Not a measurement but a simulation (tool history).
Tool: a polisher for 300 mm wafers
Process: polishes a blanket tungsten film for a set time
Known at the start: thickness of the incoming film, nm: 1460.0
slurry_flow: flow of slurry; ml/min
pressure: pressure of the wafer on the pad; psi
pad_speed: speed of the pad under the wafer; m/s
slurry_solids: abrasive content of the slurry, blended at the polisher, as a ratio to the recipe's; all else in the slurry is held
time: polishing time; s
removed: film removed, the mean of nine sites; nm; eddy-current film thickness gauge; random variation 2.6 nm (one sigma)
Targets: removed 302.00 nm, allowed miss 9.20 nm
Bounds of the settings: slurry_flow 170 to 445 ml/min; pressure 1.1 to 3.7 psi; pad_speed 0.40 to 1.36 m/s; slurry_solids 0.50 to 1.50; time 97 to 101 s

run,day,slurry_flow,pressure,pad_speed,slurry_solids,time,removed
1,0.000,285,2.4,0.88,1.00,97,227.90
2,0.300,285,2.4,0.88,1.00,101,234.44
3,0.362,285,2.4,0.88,0.80,101,225.09
4,0.596,285,2.4,0.68,0.80,101,179.96
5,0.912,285,2.4,0.48,0.80,101,131.19
6,1.029,245,2.4,0.48,0.80,101,129.92
7,1.092,245,2.4,0.48,0.80,101,129.86
8,1.350,255,2.7,0.52,0.80,101,155.02
9,1.625,265,2.9,0.56,0.80,101,180.29
10,1.829,300,3.5,0.70,0.80,101,261.65
11,2.096,300,3.5,0.72,0.80,101,268.99

Which of these 5 next moves meets every target?
A,2.362,280,3.2,0.76,0.65,99,?
B,2.362,345,3.3,0.94,0.80,99,?
C,2.362,270,3.7,0.74,1.00,101,?
D,2.362,295,3.5,0.90,0.80,101,?
E,2.362,275,3.0,0.92,0.80,100,?

move,removed
A,243.02
B,320.79
C,299.37
D,327.65
E,284.92
A: further off than the last run
B: takes the result that was furthest off past its target
C: meets every target
D: takes the result that was furthest off past its target
E: nearer than the last run, and not there yet
Move C is the one to make.

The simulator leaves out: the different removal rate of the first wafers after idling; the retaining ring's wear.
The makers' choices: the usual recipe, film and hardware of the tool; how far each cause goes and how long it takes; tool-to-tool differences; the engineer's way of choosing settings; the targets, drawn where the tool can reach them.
